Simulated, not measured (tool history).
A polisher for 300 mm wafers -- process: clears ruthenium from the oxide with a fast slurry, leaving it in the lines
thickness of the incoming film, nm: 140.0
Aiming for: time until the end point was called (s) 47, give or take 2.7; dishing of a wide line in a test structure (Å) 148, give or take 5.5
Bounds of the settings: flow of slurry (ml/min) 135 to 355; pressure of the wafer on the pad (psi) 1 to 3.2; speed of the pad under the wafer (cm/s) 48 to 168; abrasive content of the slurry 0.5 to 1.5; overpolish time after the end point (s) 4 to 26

run,hour,flow of slurry (ml/min),pressure of the wafer on the pad (psi),speed of the pad under the wafer (cm/s),abrasive content of the slurry,overpolish time after the end point (s),time until the end point was called (s),dishing of a wide line in a test structure (Å)
1,0,225,2.1,108,1,13,46.172,253.58
2,1.8,225,2.1,108,1,17,46.765,294.07
3,9.6,225,2,108,1,14,48.098,262.56
4,13.6,225,2.3,94,0.95,12,46.753,244.21
5,19.3,225,2.3,106,0.95,12,43.722,251.75
6,20.7,180,2.3,106,0.95,12,44.923,247.22
7,29.1,135,2,104,0.95,6,56.728,130.77
8,32.4,155,2,104,0.95,6,53.704,133.17
9,38.1,170,2,104,0.95,6,52.481,133.19
10,45.1,180,2,104,0.95,6,51.23,135.16
11,53.1,180,2,104,0.95,6,53.203,134.07
12,60.8,190,2,104,0.95,6,52.831,138.99
13,67.8,200,2,104,0.95,6,52.358,137.13
14,73.8,210,2,104,0.95,6,51.849,139.36
15,74.4,220,2,104,0.95,6,50.683,135.06
16,76.1,225,2,104,0.95,6,51.055,139.33
17,84.7,230,2,104,0.95,6,51.192,140.01
18,91.4,235,2,104,0.95,6,51.745,140.9
19,96.5,240,2,104,0.95,6,50.513,138.16
20,105.5,245,2,104,0.95,6,50.079,141.38

5 next moves are on the table. One of them brings every result within its allowed miss. Which?
A,114.5,265,1.9,106,0.95,6,?,?
B,114.5,245,2.2,94,1.05,6,?,?
C,114.5,245,2.2,86,0.8,7,?,?
D,114.5,240,2.4,96,0.95,5,?,?
E,114.5,190,2.2,90,0.85,7,?,?

move,time until the end point was called (s),dishing of a wide line in a test structure (Å)
A,51.54,138.22
B,46.197,150.71
C,56.468,145.3
D,44.206,135.06
E,54.923,148.51
A: misses by more than the last run did
B: every result lands within tolerance
C: brings the last run's worst result on target, with another outside its allowed miss
D: misses by more than the last run did
E: brings the last run's worst result on target, with another outside its allowed miss
Move B is the one to make.

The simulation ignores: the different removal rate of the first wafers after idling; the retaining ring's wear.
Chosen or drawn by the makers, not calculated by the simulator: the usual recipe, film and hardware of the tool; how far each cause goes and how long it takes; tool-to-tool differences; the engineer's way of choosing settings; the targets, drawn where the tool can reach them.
